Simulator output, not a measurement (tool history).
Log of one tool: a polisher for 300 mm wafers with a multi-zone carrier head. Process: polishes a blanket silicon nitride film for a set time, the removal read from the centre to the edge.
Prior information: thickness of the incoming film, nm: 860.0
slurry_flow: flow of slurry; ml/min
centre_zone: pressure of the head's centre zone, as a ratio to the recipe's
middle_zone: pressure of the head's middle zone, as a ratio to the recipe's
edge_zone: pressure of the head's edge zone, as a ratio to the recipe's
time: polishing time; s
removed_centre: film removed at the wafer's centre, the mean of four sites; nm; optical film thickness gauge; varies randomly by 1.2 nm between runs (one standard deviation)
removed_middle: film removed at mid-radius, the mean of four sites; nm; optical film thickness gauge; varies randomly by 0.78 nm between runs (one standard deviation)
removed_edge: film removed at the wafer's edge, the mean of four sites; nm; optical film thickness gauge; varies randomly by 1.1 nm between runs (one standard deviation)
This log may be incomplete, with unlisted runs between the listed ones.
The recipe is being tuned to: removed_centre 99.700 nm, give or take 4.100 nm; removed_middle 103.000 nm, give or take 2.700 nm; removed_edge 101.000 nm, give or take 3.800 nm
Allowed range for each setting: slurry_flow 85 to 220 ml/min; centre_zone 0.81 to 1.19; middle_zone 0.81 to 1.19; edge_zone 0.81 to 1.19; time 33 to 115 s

run,hour,slurry_flow,centre_zone,middle_zone,edge_zone,time,removed_centre,removed_middle,removed_edge
1,0.0,140,1.00,1.00,1.00,73,175.470,178.490,186.540
2,2.9,140,1.00,1.00,0.98,67,162.720,164.170,176.350
3,4.1,140,1.00,0.95,0.98,67,165.840,158.120,174.810
4,10.5,110,1.00,0.95,0.98,67,151.130,147.570,165.880
5,19.0,110,1.01,0.97,0.95,62,145.420,137.810,152.780
6,19.7,110,1.00,0.99,0.93,58,134.410,133.560,141.050
7,22.5,110,1.00,0.99,0.91,55,126.530,125.920,133.830
8,30.3,125,1.03,1.07,0.81,34,83.621,86.344,78.903
9,33.9,130,1.03,1.07,0.84,34,82.377,85.791,80.588
10,40.3,130,1.03,1.07,0.85,35,86.634,89.411,84.608
11,49.4,135,1.04,1.08,0.87,35,88.145,91.174,85.974
12,58.0,140,1.04,1.08,0.89,35,89.064,90.481,85.545
13,61.3,145,1.04,1.08,0.91,36,92.375,95.227,89.709
14,70.2,150,1.04,1.08,0.92,36,94.230,96.308,91.863
15,78.2,155,1.03,1.08,0.93,36,92.808,95.333,94.441
16,83.5,160,1.03,1.09,0.94,36,92.835,97.779,93.939
17,87.1,165,1.03,1.09,0.95,36,92.802,98.118,94.518
18,95.5,165,1.03,1.09,0.96,36,95.368,99.016,94.029
19,98.4,170,1.03,1.09,0.97,36,97.069,99.456,96.925
20,102.6,180,1.02,1.09,0.99,36,92.635,100.000,97.079
21,108.8,190,1.07,1.09,1.01,38,105.740,105.480,103.750
22,115.5,190,1.06,1.09,1.01,38,106.320,106.420,105.410
23,117.7,190,1.06,1.09,1.01,38,106.250,106.270,103.700
# hour 120.5: edge zone pressure recalibrated
24,120.5,185,1.06,1.09,1.01,38,105.430,104.790,99.563

Exactly one of the 4 candidate moves below puts every result within its allowed miss. Which one?
A,123.3,160,1.19,1.07,1.01,36,?,?,?
B,123.3,190,1.11,1.13,1.00,34,?,?,?
C,123.3,175,1.01,1.06,0.99,36,?,?,?
D,123.3,195,1.03,1.09,1.08,37,?,?,?

move,removed_centre,removed_middle,removed_edge
A,108.040,95.130,92.506
B,98.441,97.048,88.809
C,93.290,96.020,92.730
D,99.777,102.840,100.730
A: the biggest miss grows against the last run
B: puts the biggest miss on target and leaves a different result outside tolerance
C: takes the biggest miss from the last run beyond its target
D: each result inside its tolerance
Answer: D

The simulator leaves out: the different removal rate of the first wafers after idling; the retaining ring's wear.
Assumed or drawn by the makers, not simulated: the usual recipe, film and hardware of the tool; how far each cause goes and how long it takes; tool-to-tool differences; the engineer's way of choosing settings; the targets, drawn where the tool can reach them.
